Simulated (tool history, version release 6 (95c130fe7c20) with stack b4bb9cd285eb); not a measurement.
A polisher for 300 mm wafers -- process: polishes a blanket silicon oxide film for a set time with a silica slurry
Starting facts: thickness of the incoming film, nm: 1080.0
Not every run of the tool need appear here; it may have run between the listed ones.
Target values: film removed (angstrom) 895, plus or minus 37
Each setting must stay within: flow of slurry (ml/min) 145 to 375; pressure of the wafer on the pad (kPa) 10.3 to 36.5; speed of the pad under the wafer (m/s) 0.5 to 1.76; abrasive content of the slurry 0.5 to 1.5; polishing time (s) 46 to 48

run,hour,flow of slurry (ml/min),pressure of the wafer on the pad (kPa),speed of the pad under the wafer (m/s),abrasive content of the slurry,polishing time (s),film removed (angstrom)
1,0,240,23.4,1.12,1,46,1083
2,4.6,240,22.8,1.12,1,46,1030.5
3,12.6,240,22.8,1.4,1,46,1251.3
4,16.4,240,21.4,1.4,1,46,1198.3
5,18.6,240,20,1.4,1,46,1128
6,20.3,240,19.3,1.4,1,46,1098.2
7,28.3,240,18.6,1.4,1,46,1081
8,32.9,240,17.9,1.4,1,46,1047.5

Which single option among these 4 for the next run brings every result within its allowed miss of target? Just one does.
A,37.5,250,15.2,1.2,0.95,46,?
B,37.5,275,16.5,1.2,1.05,46,?
C,37.5,220,16.5,1.42,0.9,46,?
D,37.5,195,13.8,1.4,0.85,46,?

move,film removed (angstrom)
A,833.93
B,914.97
C,975.99
D,839.79
A: moves the result that the last run missed by most past its target, out the other side
B: all results in spec
C: an improvement on the last run, though not all results are within tolerance
D: moves the result that the last run missed by most past its target, out the other side
The move that meets every target is B.
